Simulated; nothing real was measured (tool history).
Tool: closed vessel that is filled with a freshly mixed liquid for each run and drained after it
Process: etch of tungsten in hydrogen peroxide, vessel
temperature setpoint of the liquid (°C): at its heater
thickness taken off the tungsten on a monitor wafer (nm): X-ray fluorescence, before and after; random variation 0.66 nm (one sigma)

| run | hour | temperature setpoint of the liquid (°C) | concentration of hydrogen peroxide in the mixed liquid (% by weight) | time in the liquid (s) | thickness taken off the tungsten on a monitor wafer (nm) |
|---|---|---|---|---|---|
| 1 | 0 | 47 | 26 | 95 | 130.66 |
| 2 | 2.2 | 44.5 | 26 | 95 | 110.96 |
| 3 | 4.8 | 42.5 | 26 | 95 | 98.155 |
| 4 | 10.1 | 42.5 | 26 | 100 | 103.44 |
| 5 | 19.2 | 42.5 | 29 | 100 | 109.86 |
| 6 | 26.9 | 40.5 | 29 | 100 | 96.421 |
| 7 | 29.1 | 39 | 29 | 100 | 86.697 |
| 8 | 36.6 | 38 | 29 | 100 | 82.354 |

Forecast run 9:
| 9 | 40 | 35 | 29 | 100 | ? |

thickness taken off the tungsten on a monitor wafer (nm): 67.251

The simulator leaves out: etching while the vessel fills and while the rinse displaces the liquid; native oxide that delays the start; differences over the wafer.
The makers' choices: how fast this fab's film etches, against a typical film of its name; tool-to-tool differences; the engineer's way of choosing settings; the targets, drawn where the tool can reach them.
